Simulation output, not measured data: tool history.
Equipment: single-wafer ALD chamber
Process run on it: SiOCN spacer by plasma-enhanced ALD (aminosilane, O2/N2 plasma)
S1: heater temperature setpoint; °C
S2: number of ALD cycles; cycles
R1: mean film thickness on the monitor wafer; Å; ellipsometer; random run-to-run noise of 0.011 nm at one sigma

run 1 hour=0 | S1=405 S2=67 | R1=38.876
run 2 hour=8 | S1=415 S2=67 | R1=37.708
run 3 hour=11.6 | S1=423 S2=67 | R1=36.396
run 4 hour=13.3 | S1=428 S2=67 | R1=35.792
run 5 hour=14.1 | S1=428 S2=75 | R1=40.326
run 6 hour=17.2 | S1=422 S2=75 | R1=41.124
run 7 hour=22.3 | S1=424 S2=67 | R1=35.986
run 8 hour=29.6 | S1=426 S2=62 | R1=33.526

Estimate the outcome of run 9 from the log above:
run 9 hour=38.2 | S1=427 S2=58 | R1=?

R1: 30.983 Å
